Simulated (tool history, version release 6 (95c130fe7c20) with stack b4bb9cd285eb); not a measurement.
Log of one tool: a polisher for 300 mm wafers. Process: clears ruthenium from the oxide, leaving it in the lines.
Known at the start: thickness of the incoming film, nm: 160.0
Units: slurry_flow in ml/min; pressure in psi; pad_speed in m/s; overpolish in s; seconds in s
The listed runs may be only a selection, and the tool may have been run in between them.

run    day  slurry_flow  pressure  pad_speed  overpolish  seconds
  1  0.000          300       1.9       1.28          15   119.19
  2  0.246          300       1.9       1.28          16   121.79
  3  0.421          300       1.8       1.28          16   126.52
  4  0.525          300       1.7       1.28          16   131.68
  5  0.783          300       1.6       1.28          16   141.42
  6  0.992          300       1.6       1.48          16   121.00
  7  1.329          300       1.5       1.48          16   128.88

Estimate the outcome of run 8 from the log above:
  8  1.433          300       1.4       1.48          16        ?

Run 8 yielded seconds 136.77 s.
